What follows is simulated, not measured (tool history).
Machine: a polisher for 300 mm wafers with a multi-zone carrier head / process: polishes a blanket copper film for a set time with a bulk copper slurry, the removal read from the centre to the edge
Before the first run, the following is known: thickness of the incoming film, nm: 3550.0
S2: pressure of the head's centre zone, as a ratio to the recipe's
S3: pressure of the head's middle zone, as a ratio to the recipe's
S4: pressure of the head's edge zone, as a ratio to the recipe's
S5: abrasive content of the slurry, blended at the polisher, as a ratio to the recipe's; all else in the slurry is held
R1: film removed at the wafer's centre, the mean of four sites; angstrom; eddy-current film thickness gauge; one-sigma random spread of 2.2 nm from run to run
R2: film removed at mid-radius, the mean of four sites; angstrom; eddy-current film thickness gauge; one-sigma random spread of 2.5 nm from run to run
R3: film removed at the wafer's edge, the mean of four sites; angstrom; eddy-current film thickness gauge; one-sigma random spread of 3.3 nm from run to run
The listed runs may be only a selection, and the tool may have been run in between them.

{"run": 1, "hour": 0.0, "flow of slurry (ml/min)": 305, "S2": 1.0, "S3": 1.0, "S4": 1.0, "S5": 1.0, "polishing time (s)": 42, "R1": 3767.9, "R2": 3593.4, "R3": 3576.7}
{"run": 2, "hour": 6.0, "flow of slurry (ml/min)": 250, "S2": 1.0, "S3": 1.0, "S4": 1.0, "S5": 1.0, "polishing time (s)": 42, "R1": 3731.0, "R2": 3498.4, "R3": 3549.1}
{"run": 3, "hour": 14.0, "flow of slurry (ml/min)": 250, "S2": 1.0, "S3": 1.0, "S4": 0.94, "S5": 1.0, "polishing time (s)": 42, "R1": 3713.4, "R2": 3504.4, "R3": 3390.3}
{"run": 4, "hour": 20.3, "flow of slurry (ml/min)": 240, "S2": 0.95, "S3": 0.99, "S4": 0.96, "S5": 1.0, "polishing time (s)": 42, "R1": 3522.2, "R2": 3467.5, "R3": 3391.3}
{"run": 5, "hour": 26.1, "flow of slurry (ml/min)": 240, "S2": 0.95, "S3": 0.99, "S4": 0.96, "S5": 1.0, "polishing time (s)": 51, "R1": 4267.5, "R2": 4146.0, "R3": 4154.6}
{"run": 6, "hour": 32.5, "flow of slurry (ml/min)": 240, "S2": 0.9, "S3": 0.99, "S4": 0.96, "S5": 1.0, "polishing time (s)": 51, "R1": 4136.3, "R2": 4170.3, "R3": 4058.5}
{"run": 7, "hour": 35.1, "flow of slurry (ml/min)": 225, "S2": 0.87, "S3": 0.98, "S4": 1.0, "S5": 0.85, "polishing time (s)": 50, "R1": 3673.7, "R2": 3799.3, "R3": 3922.4}
{"run": 8, "hour": 39.0, "flow of slurry (ml/min)": 220, "S2": 0.85, "S3": 0.97, "S4": 0.99, "S5": 0.75, "polishing time (s)": 50, "R1": 3446.7, "R2": 3660.9, "R3": 3705.8}
{"run": 9, "hour": 41.4, "flow of slurry (ml/min)": 215, "S2": 0.84, "S3": 0.95, "S4": 0.99, "S5": 0.7, "polishing time (s)": 50, "R1": 3331.9, "R2": 3536.8, "R3": 3727.4}

Forecast run 10:
{"run": 10, "hour": 44.0, "flow of slurry (ml/min)": 210, "S2": 0.83, "S3": 0.93, "S4": 0.97, "S5": 0.65, "polishing time (s)": 50, "R1": "?", "R2": "?", "R3": "?"}

R1: 3221.0 angstrom
R2: 3336.9 angstrom
R3: 3498.9 angstrom
